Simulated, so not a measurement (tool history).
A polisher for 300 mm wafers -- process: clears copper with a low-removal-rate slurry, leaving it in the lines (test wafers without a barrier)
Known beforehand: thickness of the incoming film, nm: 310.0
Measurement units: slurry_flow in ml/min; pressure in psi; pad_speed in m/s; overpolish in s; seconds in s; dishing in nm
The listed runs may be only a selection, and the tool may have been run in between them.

| run | hour | slurry_flow | pressure | pad_speed | slurry_solids | overpolish | seconds | dishing |
|---|---|---|---|---|---|---|---|---|
| 1 | 0.0 | 300 | 2.9 | 1.06 | 1.0 | 14 | 80.868 | 35.780 |
| 2 | 2.4 | 300 | 2.7 | 1.06 | 1.0 | 14 | 86.810 | 33.083 |
| 3 | 5.5 | 300 | 2.7 | 1.06 | 1.0 | 8 | 83.392 | 21.047 |
| 4 | 14.0 | 300 | 2.5 | 1.04 | 1.0 | 9 | 91.587 | 21.728 |
| 5 | 15.4 | 300 | 2.4 | 1.04 | 1.0 | 9 | 93.535 | 20.706 |
| 6 | 21.5 | 300 | 2.4 | 1.04 | 1.0 | 13 | 94.257 | 29.463 |
| 7 | 29.6 | 300 | 2.3 | 1.02 | 1.0 | 13 | 100.020 | 27.214 |
| 8 | 31.8 | 300 | 2.2 | 1.02 | 1.0 | 13 | 104.550 | 27.036 |
| 9 | 37.8 | 300 | 2.1 | 1.02 | 1.0 | 13 | 109.150 | 25.858 |
| 10 | 40.7 | 300 | 2.0 | 1.02 | 1.0 | 13 | 109.470 | 24.722 |
| 11 | 48.1 | 300 | 1.9 | 1.02 | 1.0 | 13 | 114.900 | 24.170 |

Predict the results of run 12:
| 12 | 55.4 | 300 | 1.8 | 1.02 | 1.0 | 13 | ? | ? |

Run 12 yielded seconds 118.090 s, dishing 22.826 nm.
